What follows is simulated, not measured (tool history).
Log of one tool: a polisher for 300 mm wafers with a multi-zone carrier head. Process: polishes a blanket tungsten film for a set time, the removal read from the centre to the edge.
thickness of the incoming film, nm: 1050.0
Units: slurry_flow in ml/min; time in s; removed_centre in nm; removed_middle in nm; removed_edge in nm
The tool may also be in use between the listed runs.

Run 1, hour 0: slurry_flow 210 ml/min, centre_zone 1, middle_zone 1, edge_zone 1, slurry_solids 1, time 64 s. Result: removed_centre 145.54 nm, removed_middle 156.09 nm, removed_edge 160.08 nm.
Run 2, hour 7.4: slurry_flow 210 ml/min, centre_zone 1, middle_zone 1, edge_zone 1, slurry_solids 1.15, time 64 s. Result: removed_centre 151.74 nm, removed_middle 163.89 nm, removed_edge 163.4 nm.
Run 3, hour 14.2: slurry_flow 225 ml/min, centre_zone 1.05, middle_zone 0.97, edge_zone 1.02, slurry_solids 1.2, time 64 s. Result: removed_centre 165.28 nm, removed_middle 162.95 nm, removed_edge 168.83 nm.
Run 4, hour 20.3: slurry_flow 240 ml/min, centre_zone 1.09, middle_zone 0.96, edge_zone 1.04, slurry_solids 1.25, time 64 s. Result: removed_centre 168.19 nm, removed_middle 164.08 nm, removed_edge 172.49 nm.
Run 5, hour 24.2: slurry_flow 240 ml/min, centre_zone 1.09, middle_zone 0.96, edge_zone 0.99, slurry_solids 1.25, time 64 s. Result: removed_centre 171.02 nm, removed_middle 163.42 nm, removed_edge 169.54 nm.
Run 6, hour 25.7: slurry_flow 240 ml/min, centre_zone 1.09, middle_zone 0.96, edge_zone 1.06, slurry_solids 1.25, time 64 s. Result: removed_centre 173.89 nm, removed_middle 161.72 nm, removed_edge 174.43 nm.
Run 7, hour 31.7: slurry_flow 245 ml/min, centre_zone 1.12, middle_zone 0.95, edge_zone 1.06, slurry_solids 1.3, time 65 s. Result: removed_centre 182.74 nm, removed_middle 166.53 nm, removed_edge 176.82 nm.

Forecast run 8:
Run 8, hour 32.7: slurry_flow 245 ml/min, centre_zone 1.14, middle_zone 0.93, edge_zone 1.06, slurry_solids 1.35, time 66 s. Result: removed_centre ?, removed_middle ?, removed_edge ?.

removed_centre: 188.5 nm
removed_middle: 167.63 nm
removed_edge: 186.12 nm

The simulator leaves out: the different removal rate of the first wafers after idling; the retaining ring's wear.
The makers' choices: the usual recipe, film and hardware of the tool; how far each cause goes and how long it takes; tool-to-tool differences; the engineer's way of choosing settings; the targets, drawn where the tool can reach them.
